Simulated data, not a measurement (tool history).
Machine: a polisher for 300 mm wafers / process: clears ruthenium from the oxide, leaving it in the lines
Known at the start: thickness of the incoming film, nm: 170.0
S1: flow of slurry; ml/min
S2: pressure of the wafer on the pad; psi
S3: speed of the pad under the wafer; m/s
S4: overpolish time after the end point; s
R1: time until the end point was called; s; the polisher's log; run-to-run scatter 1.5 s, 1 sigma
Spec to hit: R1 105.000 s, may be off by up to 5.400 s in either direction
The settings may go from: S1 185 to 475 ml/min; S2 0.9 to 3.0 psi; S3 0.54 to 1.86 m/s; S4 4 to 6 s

run,hour,S1,S2,S3,S4,R1
1,0.0,305,1.9,1.18,6,147.360
2,5.6,305,1.7,1.18,6,166.690
3,12.7,305,2.0,1.18,6,143.510
4,17.6,305,2.0,1.46,6,118.900
5,22.5,305,2.0,1.46,6,112.370
6,29.4,305,2.0,1.22,6,140.410
7,34.6,305,2.1,1.22,6,132.210
8,43.6,305,2.2,1.22,6,127.210
9,50.1,305,2.4,1.24,6,118.260

Pick the move, out of 4, that brings all results within their allowed miss; only one does.
A,56.6,310,2.4,1.06,6,?
B,56.6,265,2.4,1.38,6,?
C,56.6,260,2.7,1.40,4,?
D,56.6,295,2.7,1.40,5,?

move,R1
A,138.820
B,109.230
C,97.433
D,96.103
A: lands further from the targets than the last run did
B: meets every target
C: carries the result that was furthest off beyond its target, to the other side
D: carries the result that was furthest off beyond its target, to the other side
The right move is B.

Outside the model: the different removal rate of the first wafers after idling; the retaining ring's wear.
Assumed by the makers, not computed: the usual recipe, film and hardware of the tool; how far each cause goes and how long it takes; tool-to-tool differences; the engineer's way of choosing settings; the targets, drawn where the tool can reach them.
